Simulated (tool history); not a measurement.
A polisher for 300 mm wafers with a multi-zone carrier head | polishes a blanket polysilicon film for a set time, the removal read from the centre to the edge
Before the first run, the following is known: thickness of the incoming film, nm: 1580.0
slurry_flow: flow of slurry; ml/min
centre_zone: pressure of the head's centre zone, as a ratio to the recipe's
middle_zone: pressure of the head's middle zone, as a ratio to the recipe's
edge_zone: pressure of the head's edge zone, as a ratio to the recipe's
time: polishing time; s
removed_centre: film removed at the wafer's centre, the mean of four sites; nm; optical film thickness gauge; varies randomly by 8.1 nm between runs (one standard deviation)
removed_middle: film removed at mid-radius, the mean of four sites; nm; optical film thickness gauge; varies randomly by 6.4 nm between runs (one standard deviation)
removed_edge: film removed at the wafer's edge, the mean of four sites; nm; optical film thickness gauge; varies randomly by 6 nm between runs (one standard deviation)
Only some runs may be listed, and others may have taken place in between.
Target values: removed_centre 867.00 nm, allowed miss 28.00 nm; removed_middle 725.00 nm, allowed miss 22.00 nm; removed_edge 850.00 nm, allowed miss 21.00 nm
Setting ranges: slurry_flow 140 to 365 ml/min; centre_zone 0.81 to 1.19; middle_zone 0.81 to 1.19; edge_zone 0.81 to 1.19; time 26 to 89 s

run	hour	slurry_flow	centre_zone	middle_zone	edge_zone	time	removed_centre	removed_middle	removed_edge
1	0.0	235	1.00	1.00	1.00	57	559.42	565.12	575.53
2	1.7	185	1.00	1.00	1.00	57	537.82	543.41	556.24
3	6.5	140	1.00	1.00	1.00	57	496.62	513.42	538.15
4	8.9	185	1.03	0.98	1.06	62	606.98	594.17	622.66
5	16.8	185	1.10	0.98	1.06	62	641.32	593.00	627.01
6	21.5	185	1.15	0.98	1.06	62	684.69	594.10	619.31
7	26.8	220	1.13	0.94	1.10	65	718.04	619.65	676.66
8	35.0	220	1.13	0.94	1.10	65	715.99	612.16	677.99

Exercise: of the 5 proposed moves below, exactly one satisfies all targets within the stated allowed misses. Which move is it?
A	43.2	215	1.01	1.05	1.19	72	?	?	?
B	43.2	250	1.11	1.16	1.06	51	?	?	?
C	43.2	195	1.19	1.10	1.07	55	?	?	?
D	43.2	275	1.06	0.82	1.04	81	?	?	?
E	43.2	140	0.84	0.98	1.19	84	?	?	?

move	removed_centre	removed_middle	removed_edge
A	711.68	735.72	780.05
B	564.48	568.12	534.32
C	624.47	570.06	563.35
D	867.45	732.86	852.38
E	634.53	755.10	856.63
A: nearer the targets than the last run, but a result is still out of spec
B: misses by more than the last run did
C: misses by more than the last run did
D: in spec on every target
E: brings the result that was furthest off to its target, and leaves another outside
Correct choice: D, which meets every target

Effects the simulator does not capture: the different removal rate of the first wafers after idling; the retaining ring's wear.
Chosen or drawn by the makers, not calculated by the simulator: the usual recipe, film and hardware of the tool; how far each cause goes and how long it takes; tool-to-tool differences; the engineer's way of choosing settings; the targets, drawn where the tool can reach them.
